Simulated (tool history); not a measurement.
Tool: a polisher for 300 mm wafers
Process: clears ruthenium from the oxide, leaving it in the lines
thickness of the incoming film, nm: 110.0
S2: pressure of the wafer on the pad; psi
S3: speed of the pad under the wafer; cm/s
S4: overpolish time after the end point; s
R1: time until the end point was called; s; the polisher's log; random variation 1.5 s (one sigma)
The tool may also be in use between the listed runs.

run 1 hour=0.0 | flow_of_slurry_(ml/min)=235 S2=1.6 S3=100 S4=39 | R1=111.48
run 2 hour=1.0 | flow_of_slurry_(ml/min)=235 S2=1.7 S3=100 S4=39 | R1=102.69
run 3 hour=3.8 | flow_of_slurry_(ml/min)=235 S2=1.7 S3=84 S4=39 | R1=130.27
run 4 hour=8.0 | flow_of_slurry_(ml/min)=235 S2=1.5 S3=84 S4=39 | R1=140.87
run 5 hour=14.5 | flow_of_slurry_(ml/min)=235 S2=1.7 S3=86 S4=39 | R1=122.02
run 6 hour=22.5 | flow_of_slurry_(ml/min)=235 S2=1.9 S3=86 S4=39 | R1=109.18

The next listed run, before its measurement:
run 7 hour=26.9 | flow_of_slurry_(ml/min)=235 S2=2.0 S3=86 S4=39 | R1=?

R1: 105.84 s

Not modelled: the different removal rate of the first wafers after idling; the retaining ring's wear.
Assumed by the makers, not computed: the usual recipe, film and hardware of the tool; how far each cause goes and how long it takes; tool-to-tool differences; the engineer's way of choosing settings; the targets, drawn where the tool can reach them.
